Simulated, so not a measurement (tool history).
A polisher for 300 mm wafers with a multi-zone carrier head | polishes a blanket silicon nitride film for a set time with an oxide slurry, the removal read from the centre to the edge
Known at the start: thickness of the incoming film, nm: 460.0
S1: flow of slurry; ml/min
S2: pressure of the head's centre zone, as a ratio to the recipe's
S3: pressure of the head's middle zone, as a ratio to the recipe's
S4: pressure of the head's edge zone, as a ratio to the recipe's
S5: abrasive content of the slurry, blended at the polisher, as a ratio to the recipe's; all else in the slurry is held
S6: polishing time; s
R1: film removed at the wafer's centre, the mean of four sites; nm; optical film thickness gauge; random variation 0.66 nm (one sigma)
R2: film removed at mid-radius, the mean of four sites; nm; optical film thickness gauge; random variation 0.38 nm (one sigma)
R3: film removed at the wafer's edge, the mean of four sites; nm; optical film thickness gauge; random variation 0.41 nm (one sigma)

{"run": 1, "hour": 0.0, "S1": 170, "S2": 1.0, "S3": 1.0, "S4": 1.0, "S5": 1.0, "S6": 64, "R1": 34.548, "R2": 34.392, "R3": 35.027}
{"run": 2, "hour": 8.5, "S1": 180, "S2": 1.03, "S3": 1.03, "S4": 1.01, "S5": 1.05, "S6": 64, "R1": 37.942, "R2": 36.453, "R3": 36.532}
{"run": 3, "hour": 17.1, "S1": 190, "S2": 1.03, "S3": 1.06, "S4": 1.02, "S5": 1.05, "S6": 64, "R1": 38.548, "R2": 37.531, "R3": 36.356}
{"run": 4, "hour": 19.2, "S1": 195, "S2": 1.03, "S3": 1.08, "S4": 1.04, "S5": 1.1, "S6": 64, "R1": 39.58, "R2": 38.687, "R3": 37.103}
{"run": 5, "hour": 20.0, "S1": 200, "S2": 1.03, "S3": 1.1, "S4": 1.05, "S5": 1.15, "S6": 64, "R1": 39.837, "R2": 40.313, "R3": 38.741}
{"run": 6, "hour": 28.1, "S1": 205, "S2": 1.04, "S3": 1.12, "S4": 1.05, "S5": 1.15, "S6": 64, "R1": 39.638, "R2": 41.209, "R3": 38.72}
{"run": 7, "hour": 33.5, "S1": 210, "S2": 1.06, "S3": 1.13, "S4": 1.05, "S5": 1.15, "S6": 64, "R1": 40.917, "R2": 41.234, "R3": 38.612}
{"run": 8, "hour": 35.8, "S1": 215, "S2": 1.07, "S3": 1.14, "S4": 1.05, "S5": 1.15, "S6": 64, "R1": 43.008, "R2": 41.37, "R3": 38.902}
{"run": 9, "hour": 39.5, "S1": 220, "S2": 1.07, "S3": 1.15, "S4": 1.05, "S5": 1.15, "S6": 64, "R1": 42.275, "R2": 41.579, "R3": 38.14}
{"run": 10, "hour": 44.3, "S1": 220, "S2": 1.07, "S3": 1.16, "S4": 1.05, "S5": 1.15, "S6": 64, "R1": 41.019, "R2": 41.879, "R3": 38.87}

Forecast run 11:
{"run": 11, "hour": 44.9, "S1": 225, "S2": 1.08, "S3": 1.17, "S4": 1.04, "S5": 1.15, "S6": 64, "R1": "?", "R2": "?", "R3": "?"}

Run 11 gave R1 42.471 nm, R2 42.657 nm, R3 38.872 nm.
